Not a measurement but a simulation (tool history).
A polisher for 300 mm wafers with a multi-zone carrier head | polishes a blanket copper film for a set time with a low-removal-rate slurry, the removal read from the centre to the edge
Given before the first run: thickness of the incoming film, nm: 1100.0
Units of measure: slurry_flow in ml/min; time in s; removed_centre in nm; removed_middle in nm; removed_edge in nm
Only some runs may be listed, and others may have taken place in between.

| run | hour | slurry_flow | centre_zone | middle_zone | edge_zone | slurry_solids | time | removed_centre | removed_middle | removed_edge |
|---|---|---|---|---|---|---|---|---|---|---|
| 1 | 0.0 | 250 | 1.00 | 1.00 | 1.00 | 1.00 | 80 | 295.09 | 290.72 | 280.00 |
| 2 | 4.9 | 250 | 1.00 | 1.00 | 1.00 | 1.00 | 88 | 320.97 | 317.96 | 311.99 |
| 3 | 11.9 | 290 | 1.00 | 1.00 | 1.00 | 1.00 | 88 | 328.03 | 321.63 | 314.97 |
| 4 | 18.3 | 275 | 0.95 | 0.99 | 0.97 | 0.85 | 76 | 261.34 | 268.74 | 263.86 |
| 5 | 22.3 | 245 | 0.95 | 0.99 | 0.97 | 0.85 | 76 | 258.00 | 266.75 | 260.33 |
| 6 | 25.9 | 245 | 0.95 | 0.99 | 1.05 | 0.85 | 76 | 258.39 | 269.94 | 267.52 |

Run 7, settings as shown, results not yet in. Your forecast:
| 7 | 32.6 | 235 | 0.93 | 1.00 | 1.02 | 0.75 | 65 | ? | ? | ? |

{"run 7": {"removed_centre": 209.87, "removed_middle": 226.83, "removed_edge": 221.61}}
